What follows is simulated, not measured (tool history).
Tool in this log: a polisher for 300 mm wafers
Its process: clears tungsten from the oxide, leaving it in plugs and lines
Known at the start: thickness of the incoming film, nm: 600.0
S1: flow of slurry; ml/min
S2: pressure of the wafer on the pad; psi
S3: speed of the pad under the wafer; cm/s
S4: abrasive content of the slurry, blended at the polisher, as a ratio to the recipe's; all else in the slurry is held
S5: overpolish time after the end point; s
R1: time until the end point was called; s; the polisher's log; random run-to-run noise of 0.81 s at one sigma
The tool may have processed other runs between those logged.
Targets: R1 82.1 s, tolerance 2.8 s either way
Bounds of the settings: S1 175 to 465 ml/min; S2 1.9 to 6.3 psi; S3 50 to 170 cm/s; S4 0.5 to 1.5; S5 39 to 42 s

run,hour,S1,S2,S3,S4,S5,R1
1,0,295,4.1,110,1,39,107.07
2,8.2,295,4.1,110,1.15,39,103.06
3,11.1,295,4.3,110,1.15,39,98.325
4,16.1,295,4.4,110,1.15,39,96.771
5,25,295,4.5,110,1.15,39,94.648
6,27.1,295,4.5,110,1.15,39,95.784
7,32.8,295,4.6,110,1.15,39,92.483
8,40.5,295,4.7,110,1.15,39,91.544
9,48.7,295,4.8,110,1.15,39,89.36
10,49.6,295,4.9,110,1.15,39,87.941
11,50.9,295,5,110,1.15,39,87.081
12,58.8,295,5.1,110,1.15,39,85.779

4 candidate next runs follow, results not yet known. Just one meets every target within its allowed miss. Identify it.
A,66.7,295,4.9,102,1.25,42,?
B,66.7,380,5.8,84,1.15,39,?
C,66.7,300,4.8,136,1,42,?
D,66.7,265,5.2,104,1.1,42,?

move,R1
A,88.747
B,85.82
C,81.549
D,88.001
A: the biggest miss grows against the last run
B: no nearer and no further than the last run
C: each result inside its tolerance
D: the biggest miss grows against the last run
So the answer is move C, the one that meets all the targets.
